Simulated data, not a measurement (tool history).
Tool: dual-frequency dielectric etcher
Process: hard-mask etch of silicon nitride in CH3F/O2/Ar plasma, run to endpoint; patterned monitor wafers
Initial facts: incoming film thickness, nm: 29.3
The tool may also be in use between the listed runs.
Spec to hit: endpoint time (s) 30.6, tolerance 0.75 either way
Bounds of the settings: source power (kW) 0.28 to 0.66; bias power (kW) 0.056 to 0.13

run	day	source power (kW)	bias power (kW)	endpoint time (s)
1	0	0.47	0.093	36.834
2	0.25	0.5	0.095	35.616
3	0.592	0.52	0.097	34.675
4	0.925	0.56	0.097	33.815
5	1.238	0.57	0.099	33.384
6	1.421	0.57	0.088	34.122
7	1.588	0.58	0.09	33.833
8	1.933	0.59	0.092	33.695
9	2.112	0.6	0.095	32.976

Consider the 4 candidate settings below. Which is the only one whose results all fall within their allowed miss of target?
A	2.292	0.66	0.129	?
B	2.292	0.66	0.109	?
C	2.292	0.66	0.128	?
D	2.292	0.66	0.127	?

move	endpoint time (s)
A	29.462
B	30.834
C	29.526
D	29.591
A: carries the result that was furthest off beyond its target, to the other side
B: all results in spec
C: carries the result that was furthest off beyond its target, to the other side
D: carries the result that was furthest off beyond its target, to the other side
Go with B: it meets all targets.

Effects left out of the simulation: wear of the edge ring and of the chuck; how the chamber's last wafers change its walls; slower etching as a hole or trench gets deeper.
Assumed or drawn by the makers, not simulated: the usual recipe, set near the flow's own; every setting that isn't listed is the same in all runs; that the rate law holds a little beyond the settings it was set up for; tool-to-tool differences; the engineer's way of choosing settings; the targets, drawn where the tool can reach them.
